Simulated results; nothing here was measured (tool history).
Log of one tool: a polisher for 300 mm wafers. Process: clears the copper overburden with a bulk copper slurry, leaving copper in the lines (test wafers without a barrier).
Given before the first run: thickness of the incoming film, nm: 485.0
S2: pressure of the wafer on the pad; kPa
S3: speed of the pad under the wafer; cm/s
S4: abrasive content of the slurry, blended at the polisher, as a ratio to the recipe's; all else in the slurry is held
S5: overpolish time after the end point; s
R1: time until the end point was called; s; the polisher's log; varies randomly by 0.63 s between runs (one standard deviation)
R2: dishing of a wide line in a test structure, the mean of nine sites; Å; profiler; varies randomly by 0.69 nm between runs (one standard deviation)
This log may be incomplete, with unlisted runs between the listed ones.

run 1 hour=0.0 | flow_of_slurry_(ml/min)=300 S2=15.9 S3=82 S4=1.0 S5=9 | R1=90.329 R2=344.84
run 2 hour=7.6 | flow_of_slurry_(ml/min)=300 S2=17.9 S3=82 S4=1.0 S5=9 | R1=81.291 R2=370.19
run 3 hour=13.8 | flow_of_slurry_(ml/min)=300 S2=19.3 S3=84 S4=1.0 S5=9 | R1=72.949 R2=408.96
run 4 hour=14.8 | flow_of_slurry_(ml/min)=300 S2=15.9 S3=84 S4=1.0 S5=9 | R1=86.669 R2=347.24
run 5 hour=20.7 | flow_of_slurry_(ml/min)=300 S2=17.9 S3=84 S4=1.0 S5=9 | R1=78.477 R2=380.11
run 6 hour=24.6 | flow_of_slurry_(ml/min)=245 S2=17.9 S3=84 S4=1.0 S5=9 | R1=81.285 R2=381.90
run 7 hour=28.7 | flow_of_slurry_(ml/min)=250 S2=20.0 S3=84 S4=1.0 S5=9 | R1=72.773 R2=414.42
run 8 hour=31.8 | flow_of_slurry_(ml/min)=255 S2=21.4 S3=84 S4=1.0 S5=9 | R1=69.702 R2=436.19
run 9 hour=36.6 | flow_of_slurry_(ml/min)=265 S2=22.1 S3=86 S4=1.0 S5=9 | R1=65.138 R2=452.63
run 10 hour=43.5 | flow_of_slurry_(ml/min)=270 S2=22.8 S3=88 S4=1.0 S5=9 | R1=63.032 R2=470.97

Run 11 is up next; what results do you expect?
run 11 hour=49.3 | flow_of_slurry_(ml/min)=270 S2=23.4 S3=90 S4=1.0 S5=9 | R1=? R2=?

R1: 59.356 s
R2: 502.82 Å
